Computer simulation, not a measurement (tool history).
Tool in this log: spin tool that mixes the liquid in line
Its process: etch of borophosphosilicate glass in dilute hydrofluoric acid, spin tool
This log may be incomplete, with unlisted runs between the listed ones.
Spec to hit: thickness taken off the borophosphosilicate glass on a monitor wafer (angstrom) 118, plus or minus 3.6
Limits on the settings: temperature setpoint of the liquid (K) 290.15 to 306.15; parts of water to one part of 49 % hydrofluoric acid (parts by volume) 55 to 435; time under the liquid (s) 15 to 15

run,hour,temperature setpoint of the liquid (K),parts of water to one part of 49 % hydrofluoric acid (parts by volume),time under the liquid (s),thickness taken off the borophosphosilicate glass on a monitor wafer (angstrom)
1,0,298.15,245,15,27.075
2,4,298.15,195,15,36.401
3,5.2,298.15,195,15,36.58
4,7.2,300.15,165,15,47.926
5,11.2,302.15,165,15,51.388
6,12.4,303.65,165,15,53.938
7,19.9,306.15,70,15,157.2
8,24.3,306.15,70,15,157.73
9,27.1,305.15,70,15,151.74
10,33.6,303.65,70,15,143.95
11,35.7,302.65,70,15,139.57
12,43.2,298.65,75,15,109.89
13,44.6,299.15,75,15,113.41

Pick the move, out of 5, that brings all results within their allowed miss; only one does.
A,46,302.65,75,15,?
B,46,302.15,75,15,?
C,46,298.65,75,15,?
D,46,300.15,75,15,?
E,46,299.65,80,15,?

move,thickness taken off the borophosphosilicate glass on a monitor wafer (angstrom)
A,129.13
B,126.67
C,110.41
D,117.16
E,106.97
A: takes the result that was furthest off past its target
B: takes the result that was furthest off past its target
C: further off than the last run
D: all results land within tolerance of their targets
E: further off than the last run
Move D is the one to make.
